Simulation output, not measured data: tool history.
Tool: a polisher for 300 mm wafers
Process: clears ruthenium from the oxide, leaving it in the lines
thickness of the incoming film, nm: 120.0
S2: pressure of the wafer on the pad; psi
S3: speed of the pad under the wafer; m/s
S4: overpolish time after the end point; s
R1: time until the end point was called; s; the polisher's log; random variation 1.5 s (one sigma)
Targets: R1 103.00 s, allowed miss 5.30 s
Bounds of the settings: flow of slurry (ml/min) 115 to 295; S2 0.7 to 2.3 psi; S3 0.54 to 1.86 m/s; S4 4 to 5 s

Run 1, day 0.000: flow of slurry (ml/min) 190, S2 1.5 psi, S3 1.18 m/s, S4 5 s. Result: R1 134.63 s.
Run 2, day 0.250: flow of slurry (ml/min) 190, S2 1.5 psi, S3 0.96 m/s, S4 5 s. Result: R1 160.09 s.
Run 3, day 0.512: flow of slurry (ml/min) 190, S2 1.5 psi, S3 0.70 m/s, S4 5 s. Result: R1 195.19 s.
Run 4, day 0.592: flow of slurry (ml/min) 190, S2 1.5 psi, S3 0.70 m/s, S4 4 s. Result: R1 194.59 s.
Run 5, day 0.617: flow of slurry (ml/min) 190, S2 1.7 psi, S3 0.74 m/s, S4 4 s. Result: R1 165.37 s.
Run 6, day 0.912: flow of slurry (ml/min) 210, S2 1.7 psi, S3 0.74 m/s, S4 4 s. Result: R1 160.23 s.
Run 7, day 1.133: flow of slurry (ml/min) 210, S2 1.7 psi, S3 0.74 m/s, S4 4 s. Result: R1 157.70 s.
Run 8, day 1.304: flow of slurry (ml/min) 220, S2 1.8 psi, S3 0.74 m/s, S4 4 s. Result: R1 153.40 s.
Run 9, day 1.471: flow of slurry (ml/min) 220, S2 1.9 psi, S3 0.78 m/s, S4 4 s. Result: R1 135.86 s.
Run 10, day 1.754: flow of slurry (ml/min) 220, S2 2.0 psi, S3 0.78 m/s, S4 4 s. Result: R1 130.28 s.
Run 11, day 1.958: flow of slurry (ml/min) 225, S2 2.1 psi, S3 0.80 m/s, S4 4 s. Result: R1 126.28 s.
Run 12, day 2.171: flow of slurry (ml/min) 230, S2 2.2 psi, S3 0.84 m/s, S4 4 s. Result: R1 114.85 s.
Run 13, day 2.412: flow of slurry (ml/min) 230, S2 2.2 psi, S3 0.86 m/s, S4 4 s. Result: R1 112.78 s.
Run 14, day 2.654: flow of slurry (ml/min) 230, S2 2.2 psi, S3 0.88 m/s, S4 4 s. Result: R1 113.31 s.
Run 15, day 2.829: flow of slurry (ml/min) 230, S2 2.2 psi, S3 0.90 m/s, S4 4 s. Result: R1 113.21 s.
Run 16, day 2.862: flow of slurry (ml/min) 230, S2 2.2 psi, S3 0.92 m/s, S4 4 s. Result: R1 109.43 s.

Which of these 4 next moves meets every target?
Run A, day 2.896: flow of slurry (ml/min) 240, S2 2.1 psi, S3 0.86 m/s, S4 5 s. Result: R1 ?.
Run B, day 2.896: flow of slurry (ml/min) 225, S2 2.1 psi, S3 0.90 m/s, S4 4 s. Result: R1 ?.
Run C, day 2.896: flow of slurry (ml/min) 280, S2 1.9 psi, S3 1.00 m/s, S4 5 s. Result: R1 ?.
Run D, day 2.896: flow of slurry (ml/min) 255, S2 2.3 psi, S3 0.92 m/s, S4 4 s. Result: R1 ?.

move      R1
   A  117.35
   B  114.63
   C  114.55
   D  101.77
A: further off than the last run
B: further off than the last run
C: further off than the last run
D: meets every target
The right move is D.

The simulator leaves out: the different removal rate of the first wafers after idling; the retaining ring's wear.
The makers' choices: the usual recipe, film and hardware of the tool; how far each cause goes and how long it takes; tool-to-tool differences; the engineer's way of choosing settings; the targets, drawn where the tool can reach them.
